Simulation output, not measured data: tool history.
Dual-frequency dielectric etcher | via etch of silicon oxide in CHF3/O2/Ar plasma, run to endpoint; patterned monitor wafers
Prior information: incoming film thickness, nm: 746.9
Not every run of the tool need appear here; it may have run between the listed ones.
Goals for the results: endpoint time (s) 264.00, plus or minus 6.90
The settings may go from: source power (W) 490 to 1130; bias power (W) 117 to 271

Run 1, hour 0.0: source power (W) 810, bias power (W) 194. Result: endpoint time (s) 308.01.
Run 2, hour 6.3: source power (W) 890, bias power (W) 201. Result: endpoint time (s) 291.42.
Run 3, hour 14.2: source power (W) 890, bias power (W) 185. Result: endpoint time (s) 298.21.
Run 4, hour 15.5: source power (W) 890, bias power (W) 155. Result: endpoint time (s) 314.82.
Run 5, hour 19.0: source power (W) 890, bias power (W) 137. Result: endpoint time (s) 324.34.
Run 6, hour 21.2: source power (W) 1010, bias power (W) 137. Result: endpoint time (s) 309.76.
Run 7, hour 22.6: source power (W) 1050, bias power (W) 157. Result: endpoint time (s) 292.49.
Run 8, hour 24.1: source power (W) 1070, bias power (W) 169. Result: endpoint time (s) 281.29.

Which single option among these 5 for the next run brings every result within its allowed miss of target? Just one does.
Run A, hour 25.6: source power (W) 1020, bias power (W) 180. Result: endpoint time (s) ?.
Run B, hour 25.6: source power (W) 1130, bias power (W) 185. Result: endpoint time (s) ?.
Run C, hour 25.6: source power (W) 1080, bias power (W) 155. Result: endpoint time (s) ?.
Run D, hour 25.6: source power (W) 1000, bias power (W) 194. Result: endpoint time (s) ?.
Run E, hour 25.6: source power (W) 1030, bias power (W) 179. Result: endpoint time (s) ?.

move  endpoint time (s)
   A             282.59
   B             266.79
   C             289.16
   D             278.02
   E             281.82
A: misses by more than the last run did
B: every result within its allowed miss
C: misses by more than the last run did
D: moves toward the targets from the last run without getting all of them in spec
E: just as far off the targets as the last run
So the answer is move B, the one that meets all the targets.
